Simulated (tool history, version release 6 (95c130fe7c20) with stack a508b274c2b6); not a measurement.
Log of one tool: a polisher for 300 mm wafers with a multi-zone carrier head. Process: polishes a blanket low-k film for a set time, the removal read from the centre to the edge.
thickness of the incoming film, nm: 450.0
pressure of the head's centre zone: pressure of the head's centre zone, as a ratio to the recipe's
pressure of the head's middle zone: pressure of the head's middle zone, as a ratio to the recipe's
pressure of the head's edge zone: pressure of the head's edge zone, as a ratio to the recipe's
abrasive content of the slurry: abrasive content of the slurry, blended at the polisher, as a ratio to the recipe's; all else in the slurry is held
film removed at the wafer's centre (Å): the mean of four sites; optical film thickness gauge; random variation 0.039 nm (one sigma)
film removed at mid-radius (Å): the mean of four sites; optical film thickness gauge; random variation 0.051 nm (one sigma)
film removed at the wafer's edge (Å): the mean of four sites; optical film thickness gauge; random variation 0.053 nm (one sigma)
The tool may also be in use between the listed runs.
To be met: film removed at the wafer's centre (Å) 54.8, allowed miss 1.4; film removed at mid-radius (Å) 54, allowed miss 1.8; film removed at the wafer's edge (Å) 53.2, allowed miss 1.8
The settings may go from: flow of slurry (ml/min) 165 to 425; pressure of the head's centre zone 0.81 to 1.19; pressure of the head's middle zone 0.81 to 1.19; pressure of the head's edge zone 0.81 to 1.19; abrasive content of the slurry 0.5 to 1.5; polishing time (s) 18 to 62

run  hour  flow of slurry (ml/min)  pressure of the head's centre zone  pressure of the head's middle zone  pressure of the head's edge zone  abrasive content of the slurry  polishing time (s)  film removed at the wafer's centre (Å)  film removed at mid-radius (Å)  film removed at the wafer's edge (Å)
  1     0                      275                                   1                                   1                                 1                               1                  40                                  115.16                          115.11                                113.33
  2   6.8                      275                                   1                                1.07                                 1                               1                  40                                  117.92                           120.2                                112.78
  3  12.2                      275                                   1                                1.01                                 1                               1                  40                                  118.16                          115.36                                112.96
  4  17.4                      240                                   1                                1.01                                 1                               1                  40                                  115.63                          115.88                                113.08
  5  18.4                      250                                0.99                                0.98                              0.97                            0.85                  34                                  92.038                           89.91                                91.555
  6    20                      250                                0.99                                1.01                              0.97                            0.85                  34                                  92.811                          93.372                                91.517
  7  28.8                      260                                0.99                                1.01                              0.95                            0.75                  29                                  75.463                          76.476                                73.216
  8  36.1                      265                                0.98                                0.99                              0.92                            0.65                  27                                  65.282                          65.663                                62.428
  9    37                      270                                0.89                                0.89                              0.82                            0.55                  27                                  57.076                          56.696                                56.274
 10  41.3                      265                                0.89                                0.89                              0.82                            0.55                  27                                  58.212                          57.583                                56.374
 11  46.7                      250                                0.88                                0.87                              0.81                             0.5                  26                                  52.585                          51.308                                51.504
 12  49.6                      265                                0.88                                0.87                              0.81                             0.5                  26                                  53.391                          51.207                                51.278
 13  54.8                      275                                0.88                                0.88                              0.82                             0.5                  26                                  53.556                            52.9                                52.995

5 next moves are on the table. One of them brings every result within its allowed miss. Which?
  A    60                      250                                0.81                                0.92                              0.81                             0.6                  25                                       ?                               ?                                     ?
  B    60                      225                                0.86                                0.87                              0.81                             0.5                  26                                       ?                               ?                                     ?
  C    60                      185                                0.88                                0.88                              0.81                             0.8                  23                                       ?                               ?                                     ?
  D    60                      220                                0.89                                0.98                              0.83                             0.5                  26                                       ?                               ?                                     ?
  E    60                      220                                0.89                                0.98                              0.86                            0.75                  22                                       ?                               ?                                     ?

move  film removed at the wafer's centre (Å)  film removed at mid-radius (Å)  film removed at the wafer's edge (Å)
   A                                  51.352                          56.191                                53.274
   B                                  51.187                          51.711                                51.202
   C                                  54.346                          54.594                                53.848
   D                                  52.329                          56.295                                 51.61
   E                                  52.013                          55.953                                52.116
A: further off than the last run
B: further off than the last run
C: meets every target
D: further off than the last run
E: further off than the last run
Move C is the one to make.
